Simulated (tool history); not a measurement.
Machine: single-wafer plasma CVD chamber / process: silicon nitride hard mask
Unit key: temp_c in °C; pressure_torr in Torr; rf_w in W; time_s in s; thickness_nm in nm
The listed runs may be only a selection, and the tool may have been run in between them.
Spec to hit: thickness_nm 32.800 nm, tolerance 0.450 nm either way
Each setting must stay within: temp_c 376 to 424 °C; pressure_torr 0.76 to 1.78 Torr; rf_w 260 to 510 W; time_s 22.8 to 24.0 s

| run | hour | temp_c | pressure_torr | rf_w | time_s | thickness_nm |
|---|---|---|---|---|---|---|
| 1 | 0.0 | 400 | 1.27 | 385 | 24.0 | 27.721 |
| 2 | 1.7 | 400 | 1.12 | 385 | 24.0 | 26.500 |
| 3 | 2.6 | 400 | 1.26 | 390 | 24.0 | 27.662 |
| 4 | 4.7 | 400 | 1.37 | 400 | 24.0 | 28.899 |
| 5 | 9.8 | 400 | 1.46 | 405 | 24.0 | 29.612 |
| 6 | 14.0 | 400 | 1.53 | 410 | 24.0 | 30.073 |
| 7 | 14.7 | 400 | 1.58 | 415 | 24.0 | 30.764 |
| 8 | 17.0 | 400 | 1.62 | 420 | 24.0 | 31.021 |
| 9 | 22.2 | 400 | 1.65 | 425 | 24.0 | 31.416 |
| 10 | 25.9 | 400 | 1.68 | 430 | 24.0 | 31.902 |
| 11 | 28.1 | 400 | 1.68 | 430 | 24.0 | 31.974 |

4 candidate next runs follow, results not yet known. Just one meets every target within its allowed miss. Identify it.
| A | 30.3 | 402 | 1.50 | 490 | 23.8 | ? |
| B | 30.3 | 401 | 1.65 | 440 | 23.8 | ? |
| C | 30.3 | 392 | 1.73 | 465 | 22.8 | ? |
| D | 30.3 | 394 | 1.63 | 460 | 23.2 | ? |

| move | thickness_nm |
|---|---|
| A | 32.948 |
| B | 31.991 |
| C | 32.138 |
| D | 31.936 |
A: each result inside its tolerance
B: no better and no worse than the last run
C: gains on the last run, yet a result remains outside its allowed miss
D: no better and no worse than the last run
A is the move that brings every result within its allowed miss.
